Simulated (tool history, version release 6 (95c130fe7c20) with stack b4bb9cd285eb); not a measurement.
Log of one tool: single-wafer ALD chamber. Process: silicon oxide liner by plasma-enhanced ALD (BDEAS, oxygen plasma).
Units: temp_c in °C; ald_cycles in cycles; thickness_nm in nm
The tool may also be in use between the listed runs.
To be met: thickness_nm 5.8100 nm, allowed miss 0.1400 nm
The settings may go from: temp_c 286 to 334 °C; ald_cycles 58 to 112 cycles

Run 1, hour 0.0: temp_c 310 °C, ald_cycles 85 cycles. Result: thickness_nm 7.5370 nm.
Run 2, hour 5.5: temp_c 310 °C, ald_cycles 82 cycles. Result: thickness_nm 7.2456 nm.
Run 3, hour 7.5: temp_c 310 °C, ald_cycles 90 cycles. Result: thickness_nm 7.9810 nm.
Run 4, hour 12.0: temp_c 310 °C, ald_cycles 86 cycles. Result: thickness_nm 7.6197 nm.
Run 5, hour 17.3: temp_c 310 °C, ald_cycles 92 cycles. Result: thickness_nm 8.1239 nm.
Run 6, hour 24.0: temp_c 305 °C, ald_cycles 92 cycles. Result: thickness_nm 8.1916 nm.
Run 7, hour 27.1: temp_c 305 °C, ald_cycles 88 cycles. Result: thickness_nm 7.8616 nm.
Run 8, hour 32.3: temp_c 306 °C, ald_cycles 85 cycles. Result: thickness_nm 7.5542 nm.
Run 9, hour 35.6: temp_c 306 °C, ald_cycles 82 cycles. Result: thickness_nm 7.3169 nm.
Run 10, hour 43.3: temp_c 306 °C, ald_cycles 79 cycles. Result: thickness_nm 7.0402 nm.
Run 11, hour 47.6: temp_c 306 °C, ald_cycles 77 cycles. Result: thickness_nm 6.8642 nm.
Run 12, hour 55.0: temp_c 306 °C, ald_cycles 75 cycles. Result: thickness_nm 6.6878 nm.
Run 13, hour 60.6: temp_c 306 °C, ald_cycles 73 cycles. Result: thickness_nm 6.5233 nm.
Run 14, hour 63.8: temp_c 306 °C, ald_cycles 72 cycles. Result: thickness_nm 6.4111 nm.
Run 15, hour 69.9: temp_c 307 °C, ald_cycles 63 cycles. Result: thickness_nm 5.6052 nm.

Which of these 5 next moves meets every target?
Run A, hour 76.0: temp_c 314 °C, ald_cycles 66 cycles. Result: thickness_nm ?.
Run B, hour 76.0: temp_c 306 °C, ald_cycles 62 cycles. Result: thickness_nm ?.
Run C, hour 76.0: temp_c 305 °C, ald_cycles 68 cycles. Result: thickness_nm ?.
Run D, hour 76.0: temp_c 313 °C, ald_cycles 61 cycles. Result: thickness_nm ?.
Run E, hour 76.0: temp_c 298 °C, ald_cycles 68 cycles. Result: thickness_nm ?.

move  thickness_nm
   A        5.8003
   B        5.5138
   C        6.0563
   D        5.3688
   E        6.1538
A: meets every target
B: further off than the last run
C: takes the result that was furthest off past its target
D: further off than the last run
E: takes the result that was furthest off past its target
Answer: A
